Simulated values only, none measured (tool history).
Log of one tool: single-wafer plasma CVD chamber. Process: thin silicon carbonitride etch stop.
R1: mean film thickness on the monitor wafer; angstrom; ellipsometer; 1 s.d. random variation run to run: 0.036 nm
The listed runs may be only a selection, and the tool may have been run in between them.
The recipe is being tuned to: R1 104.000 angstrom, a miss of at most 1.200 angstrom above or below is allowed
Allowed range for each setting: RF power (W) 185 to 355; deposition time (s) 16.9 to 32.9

Run 1, hour 0.0: RF power (W) 270, deposition time (s) 24.9. Result: R1 154.150 angstrom.
Run 2, hour 7.2: RF power (W) 255, deposition time (s) 23.6. Result: R1 143.920 angstrom.
Run 3, hour 11.1: RF power (W) 230, deposition time (s) 23.6. Result: R1 139.170 angstrom.
Run 4, hour 15.1: RF power (W) 225, deposition time (s) 22.6. Result: R1 131.430 angstrom.
Run 5, hour 19.7: RF power (W) 225, deposition time (s) 24.3. Result: R1 141.840 angstrom.
Run 6, hour 25.0: RF power (W) 220, deposition time (s) 23.2. Result: R1 133.380 angstrom.
Run 7, hour 30.3: RF power (W) 215, deposition time (s) 22.4. Result: R1 128.300 angstrom.
Run 8, hour 31.5: RF power (W) 210, deposition time (s) 21.7. Result: R1 122.480 angstrom.
Run 9, hour 35.7: RF power (W) 185, deposition time (s) 18.2. Result: R1 98.208 angstrom.
Run 10, hour 44.5: RF power (W) 225, deposition time (s) 18.3. Result: R1 105.710 angstrom.
Run 11, hour 48.9: RF power (W) 220, deposition time (s) 18.3. Result: R1 105.690 angstrom.

Consider the 4 candidate settings below. Which is the only one whose results all fall within their allowed miss of target?
Run A, hour 53.3: RF power (W) 230, deposition time (s) 17.7. Result: R1 ?.
Run B, hour 53.3: RF power (W) 210, deposition time (s) 18.7. Result: R1 ?.
Run C, hour 53.3: RF power (W) 205, deposition time (s) 19.0. Result: R1 ?.
Run D, hour 53.3: RF power (W) 220, deposition time (s) 18.6. Result: R1 ?.

move       R1
   A  103.140
   B  105.410
   C  106.150
   D  106.650
A: in spec on every target
B: nearer than the last run, and not there yet
C: lands further from the targets than the last run did
D: lands further from the targets than the last run did
Go with A: it meets all targets.

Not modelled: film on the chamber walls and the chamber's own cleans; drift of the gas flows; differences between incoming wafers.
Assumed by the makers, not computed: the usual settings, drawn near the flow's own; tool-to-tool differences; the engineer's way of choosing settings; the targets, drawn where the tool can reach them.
